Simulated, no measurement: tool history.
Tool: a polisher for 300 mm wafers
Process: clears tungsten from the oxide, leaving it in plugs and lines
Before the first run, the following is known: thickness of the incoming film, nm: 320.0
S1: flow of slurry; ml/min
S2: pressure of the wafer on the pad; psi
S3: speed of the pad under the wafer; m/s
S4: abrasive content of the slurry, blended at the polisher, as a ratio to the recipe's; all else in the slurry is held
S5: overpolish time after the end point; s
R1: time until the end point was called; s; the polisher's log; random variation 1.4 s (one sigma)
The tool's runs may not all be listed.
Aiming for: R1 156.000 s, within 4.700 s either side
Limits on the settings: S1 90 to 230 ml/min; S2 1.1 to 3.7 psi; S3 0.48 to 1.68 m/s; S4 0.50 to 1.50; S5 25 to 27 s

run 1 hour=0.0 | S1=150 S2=2.4 S3=1.08 S4=1.00 S5=25 | R1=101.280
run 2 hour=2.8 | S1=170 S2=2.4 S3=1.08 S4=1.00 S5=25 | R1=99.495
run 3 hour=10.2 | S1=170 S2=2.4 S3=1.08 S4=1.10 S5=25 | R1=97.236
run 4 hour=16.0 | S1=170 S2=2.4 S3=1.08 S4=1.10 S5=27 | R1=98.039
run 5 hour=20.3 | S1=170 S2=2.1 S3=1.08 S4=1.10 S5=27 | R1=110.030
run 6 hour=25.9 | S1=165 S2=1.8 S3=1.08 S4=1.10 S5=27 | R1=129.140
run 7 hour=32.0 | S1=155 S2=1.7 S3=1.08 S4=1.10 S5=27 | R1=139.270
run 8 hour=39.1 | S1=145 S2=1.7 S3=1.08 S4=1.10 S5=27 | R1=140.240
run 9 hour=43.0 | S1=135 S2=1.7 S3=1.08 S4=1.10 S5=27 | R1=139.400

5 candidate next runs follow, results not yet known. Just one meets every target within its allowed miss. Identify it.
run A hour=46.9 | S1=90 S2=1.4 S3=1.30 S4=1.05 S5=25 | R1=?
run B hour=46.9 | S1=130 S2=1.7 S3=1.08 S4=0.95 S5=27 | R1=?
run C hour=46.9 | S1=135 S2=1.5 S3=1.00 S4=1.10 S5=27 | R1=?
run D hour=46.9 | S1=140 S2=1.5 S3=1.02 S4=1.05 S5=27 | R1=?
run E hour=46.9 | S1=100 S2=1.7 S3=0.94 S4=1.10 S5=27 | R1=?

move=A R1=156.420
move=B R1=147.050
move=C R1=171.880
move=D R1=169.230
move=E R1=171.990
A: in spec on every target
B: nearer the targets than the last run, but a result is still out of spec
C: takes the biggest miss from the last run beyond its target
D: takes the biggest miss from the last run beyond its target
E: takes the biggest miss from the last run beyond its target
The move that meets every target is A.

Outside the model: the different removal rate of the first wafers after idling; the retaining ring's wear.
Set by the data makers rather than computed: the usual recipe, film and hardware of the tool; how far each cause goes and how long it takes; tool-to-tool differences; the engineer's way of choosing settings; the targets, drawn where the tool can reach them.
